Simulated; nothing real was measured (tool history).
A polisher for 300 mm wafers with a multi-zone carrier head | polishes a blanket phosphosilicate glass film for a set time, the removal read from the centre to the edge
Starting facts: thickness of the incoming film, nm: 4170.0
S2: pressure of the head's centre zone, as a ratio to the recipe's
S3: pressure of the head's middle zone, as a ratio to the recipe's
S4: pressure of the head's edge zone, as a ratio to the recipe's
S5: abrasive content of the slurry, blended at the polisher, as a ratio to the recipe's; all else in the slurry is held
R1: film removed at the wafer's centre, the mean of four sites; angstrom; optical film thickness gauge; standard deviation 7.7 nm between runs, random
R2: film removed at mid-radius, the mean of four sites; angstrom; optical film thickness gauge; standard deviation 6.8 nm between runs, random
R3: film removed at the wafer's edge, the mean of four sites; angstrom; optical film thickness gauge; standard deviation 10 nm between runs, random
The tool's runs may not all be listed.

{"run": 1, "day": 0.0, "flow of slurry (ml/min)": 125, "S2": 1, "S3": 1, "S4": 1, "S5": 1, "polishing time (s)": 85, "R1": 6312.5, "R2": 6333.4, "R3": 6475.6}
{"run": 2, "day": 0.254, "flow of slurry (ml/min)": 125, "S2": 1, "S3": 1, "S4": 1, "S5": 1, "polishing time (s)": 100, "R1": 7580.4, "R2": 7497.6, "R3": 7500.5}
{"run": 3, "day": 0.412, "flow of slurry (ml/min)": 125, "S2": 0.92, "S3": 1, "S4": 1, "S5": 1, "polishing time (s)": 100, "R1": 6810.1, "R2": 7401.7, "R3": 7613.5}
{"run": 4, "day": 0.583, "flow of slurry (ml/min)": 145, "S2": 0.97, "S3": 1.03, "S4": 1.02, "S5": 1.05, "polishing time (s)": 100, "R1": 7633, "R2": 8007.2, "R3": 7800}
{"run": 5, "day": 0.654, "flow of slurry (ml/min)": 145, "S2": 0.92, "S3": 1.03, "S4": 1.02, "S5": 1.05, "polishing time (s)": 100, "R1": 7231.9, "R2": 8102.2, "R3": 7811.4}
{"run": 6, "day": 0.758, "flow of slurry (ml/min)": 145, "S2": 0.92, "S3": 1.03, "S4": 1.02, "S5": 1.25, "polishing time (s)": 100, "R1": 7801.2, "R2": 8671, "R3": 8589.6}
{"run": 7, "day": 0.988, "flow of slurry (ml/min)": 160, "S2": 0.96, "S3": 1.03, "S4": 1.01, "S5": 1.25, "polishing time (s)": 100, "R1": 8320.8, "R2": 8778.6, "R3": 8603.1}
{"run": 8, "day": 1.304, "flow of slurry (ml/min)": 170, "S2": 0.99, "S3": 1.04, "S4": 1, "S5": 1.25, "polishing time (s)": 100, "R1": 8713.3, "R2": 8902.2, "R3": 8545.4}

Run 9 comes next. What will it give?
{"run": 9, "day": 1.446, "flow of slurry (ml/min)": 175, "S2": 1.01, "S3": 1.05, "S4": 1, "S5": 1.25, "polishing time (s)": 100, "R1": "?", "R2": "?", "R3": "?"}

R1: 8924 angstrom
R2: 9055.1 angstrom
R3: 8711.6 angstrom
